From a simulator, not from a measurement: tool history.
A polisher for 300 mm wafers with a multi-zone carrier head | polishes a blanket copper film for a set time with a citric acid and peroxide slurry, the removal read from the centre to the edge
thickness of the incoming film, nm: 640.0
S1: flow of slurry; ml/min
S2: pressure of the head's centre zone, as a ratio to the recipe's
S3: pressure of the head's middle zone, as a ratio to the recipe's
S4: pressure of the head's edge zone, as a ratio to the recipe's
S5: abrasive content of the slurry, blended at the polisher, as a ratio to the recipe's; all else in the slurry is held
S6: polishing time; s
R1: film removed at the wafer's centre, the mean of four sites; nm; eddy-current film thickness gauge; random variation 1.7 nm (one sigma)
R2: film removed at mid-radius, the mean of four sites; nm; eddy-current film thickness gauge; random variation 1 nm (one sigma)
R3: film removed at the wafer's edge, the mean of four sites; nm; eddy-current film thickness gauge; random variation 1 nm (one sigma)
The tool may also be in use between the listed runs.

run 1 hour=0.0 | S1=320 S2=1.00 S3=1.00 S4=1.00 S5=1.00 S6=76 | R1=165.65 R2=164.53 R3=157.34
run 2 hour=8.4 | S1=320 S2=1.00 S3=1.00 S4=1.00 S5=0.90 S6=76 | R1=157.74 R2=157.58 R3=153.58
run 3 hour=12.7 | S1=315 S2=0.98 S3=0.96 S4=0.98 S5=0.85 S6=76 | R1=153.01 R2=150.54 R3=150.32
run 4 hour=20.1 | S1=315 S2=0.98 S3=1.04 S4=0.98 S5=0.85 S6=76 | R1=149.92 R2=163.35 R3=150.89
run 5 hour=24.9 | S1=315 S2=0.98 S3=1.04 S4=0.98 S5=0.85 S6=69 | R1=135.79 R2=145.48 R3=136.98
run 6 hour=33.8 | S1=315 S2=0.98 S3=1.04 S4=0.91 S5=0.85 S6=69 | R1=137.55 R2=146.32 R3=130.47
run 7 hour=37.0 | S1=310 S2=0.97 S3=1.01 S4=0.93 S5=0.85 S6=69 | R1=139.63 R2=142.38 R3=132.53
-- hour=44.4 worn pad replaced by a new one
run 8 hour=44.4 | S1=310 S2=0.97 S3=1.01 S4=0.93 S5=0.85 S6=69 | R1=141.08 R2=151.65 R3=142.03

Run 9 comes next. What will it give?
run 9 hour=52.8 | S1=310 S2=0.98 S3=1.00 S4=0.97 S5=0.80 S6=69 | R1=? R2=? R3=?

Run 9 gave R1 140.78 nm, R2 149.80 nm, R3 140.67 nm.

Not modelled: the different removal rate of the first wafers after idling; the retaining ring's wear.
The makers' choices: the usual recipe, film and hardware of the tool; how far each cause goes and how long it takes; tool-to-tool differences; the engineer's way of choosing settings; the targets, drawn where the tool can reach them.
